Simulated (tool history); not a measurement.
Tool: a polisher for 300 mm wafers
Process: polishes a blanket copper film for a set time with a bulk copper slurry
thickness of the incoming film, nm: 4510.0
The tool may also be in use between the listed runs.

run	hour	flow of slurry (ml/min)	pressure of the wafer on the pad (psi)	speed of the pad under the wafer (cm/s)	abrasive content of the slurry	polishing time (s)	film removed (nm)
1	0.0	225	1.9	102	1.0	39	277.75
2	2.1	225	1.9	118	1.0	39	318.23
3	2.7	225	2.4	118	1.0	39	365.91
4	7.5	220	1.9	106	1.0	39	288.52
5	8.2	220	1.9	126	1.0	39	347.83
6	9.4	220	1.9	100	1.0	39	269.58
7	12.3	220	1.6	96	1.0	39	235.99

Forecast run 8:
8	12.9	220	1.4	94	1.0	39	?

film removed (nm): 215.43
